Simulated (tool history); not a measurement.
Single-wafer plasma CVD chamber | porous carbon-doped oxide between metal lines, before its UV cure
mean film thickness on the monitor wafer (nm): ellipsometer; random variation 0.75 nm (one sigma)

run,day,heater temperature setpoint (K),RF power (W),deposition time (s),mean film thickness on the monitor wafer (nm)
1,0,558.15,435,48.4,277.98
2,0.125,569.15,435,48.4,262.04
3,0.283,569.15,400,48.4,247.23
4,0.654,570.15,400,48.4,246.07
5,0.833,570.15,340,48.4,219.49
6,0.996,568.15,340,48.4,221.29

The next listed run, before its measurement:
7,1.079,566.15,340,48.4,?

mean film thickness on the monitor wafer (nm): 224.27
